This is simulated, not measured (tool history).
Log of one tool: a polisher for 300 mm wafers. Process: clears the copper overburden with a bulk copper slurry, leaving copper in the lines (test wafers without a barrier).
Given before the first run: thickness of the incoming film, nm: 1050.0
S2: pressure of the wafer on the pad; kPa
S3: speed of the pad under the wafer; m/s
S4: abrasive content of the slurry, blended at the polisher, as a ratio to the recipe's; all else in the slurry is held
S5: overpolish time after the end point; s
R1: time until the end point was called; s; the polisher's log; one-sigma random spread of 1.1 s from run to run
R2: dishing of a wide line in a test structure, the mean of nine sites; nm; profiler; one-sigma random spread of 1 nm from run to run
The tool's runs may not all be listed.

run 1 day=0.000 | flow_of_slurry_(ml/min)=230 S2=16.5 S3=1.00 S4=1.00 S5=21 | R1=129.940 R2=79.486
run 2 day=0.154 | flow_of_slurry_(ml/min)=230 S2=17.2 S3=1.00 S4=1.00 S5=19 | R1=125.810 R2=77.525
run 3 day=0.500 | flow_of_slurry_(ml/min)=230 S2=17.9 S3=1.00 S4=1.00 S5=17 | R1=124.050 R2=72.012
run 4 day=0.854 | flow_of_slurry_(ml/min)=230 S2=15.9 S3=1.00 S4=1.00 S5=17 | R1=131.560 R2=70.202
run 5 day=0.992 | flow_of_slurry_(ml/min)=230 S2=15.9 S3=1.00 S4=1.00 S5=25 | R1=132.750 R2=84.702
run 6 day=1.308 | flow_of_slurry_(ml/min)=230 S2=17.2 S3=1.02 S4=1.00 S5=23 | R1=123.010 R2=83.184
run 7 day=1.642 | flow_of_slurry_(ml/min)=230 S2=17.9 S3=1.02 S4=1.00 S5=21 | R1=119.740 R2=82.303
run 8 day=1.862 | flow_of_slurry_(ml/min)=230 S2=18.6 S3=1.04 S4=1.00 S5=19 | R1=116.130 R2=82.395
run 9 day=2.042 | flow_of_slurry_(ml/min)=235 S2=19.3 S3=1.06 S4=1.00 S5=17 | R1=112.670 R2=81.805
run 10 day=2.271 | flow_of_slurry_(ml/min)=220 S2=20.0 S3=1.08 S4=1.05 S5=15 | R1=108.600 R2=77.061
run 11 day=2.579 | flow_of_slurry_(ml/min)=225 S2=20.7 S3=1.10 S4=1.05 S5=14 | R1=100.840 R2=74.928

Forecast run 12:
run 12 day=2.946 | flow_of_slurry_(ml/min)=235 S2=22.8 S3=1.12 S4=1.05 S5=11 | R1=? R2=?

{"run 12": {"R1": 92.471, "R2": 70.142}}

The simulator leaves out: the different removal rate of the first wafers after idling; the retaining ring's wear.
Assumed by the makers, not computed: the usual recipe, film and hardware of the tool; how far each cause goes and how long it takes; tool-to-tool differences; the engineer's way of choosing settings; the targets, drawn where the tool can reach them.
